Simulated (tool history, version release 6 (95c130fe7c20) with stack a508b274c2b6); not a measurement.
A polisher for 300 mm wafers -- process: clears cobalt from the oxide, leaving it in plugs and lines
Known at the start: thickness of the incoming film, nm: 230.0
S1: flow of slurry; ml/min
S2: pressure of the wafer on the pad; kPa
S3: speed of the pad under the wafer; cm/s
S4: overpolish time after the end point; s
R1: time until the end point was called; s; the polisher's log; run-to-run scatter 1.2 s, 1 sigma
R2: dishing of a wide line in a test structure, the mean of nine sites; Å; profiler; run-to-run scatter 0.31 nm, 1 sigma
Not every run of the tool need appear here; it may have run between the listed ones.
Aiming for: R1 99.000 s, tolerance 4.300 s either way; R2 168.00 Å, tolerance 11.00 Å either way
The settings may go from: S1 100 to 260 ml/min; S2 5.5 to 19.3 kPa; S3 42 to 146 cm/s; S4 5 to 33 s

run,hour,S1,S2,S3,S4,R1,R2
1,0.0,165,12.4,94,17,59.871,432.75
2,6.3,180,12.4,94,17,57.901,443.87
3,7.0,180,12.4,94,14,58.142,398.51
4,11.3,170,11.7,94,13,60.650,358.52
5,17.1,165,11.0,94,12,62.959,345.54
6,21.8,165,8.3,94,12,73.186,299.37
7,26.4,160,8.3,92,11,76.541,276.26
8,28.4,155,8.3,92,10,77.595,245.48
9,29.5,150,8.3,92,10,76.287,249.86
10,38.2,145,8.3,92,10,77.801,252.49
11,41.8,135,6.9,88,7,90.306,162.50

5 candidate next runs follow, results not yet known. Just one meets every target within its allowed miss. Identify it.
A,45.4,140,6.9,88,7,?,?
B,45.4,160,6.9,92,7,?,?
C,45.4,135,6.9,90,7,?,?
D,45.4,150,11.7,58,8,?,?
E,45.4,100,7.6,102,7,?,?

move,R1,R2
A,91.229,165.41
B,85.235,175.55
C,89.930,167.50
D,101.290,169.75
E,81.899,181.68
A: better than the last run, though not everything is in spec
B: moves away from the targets compared with the last run
C: no nearer and no further than the last run
D: all results land within tolerance of their targets
E: moves away from the targets compared with the last run
Answer: D
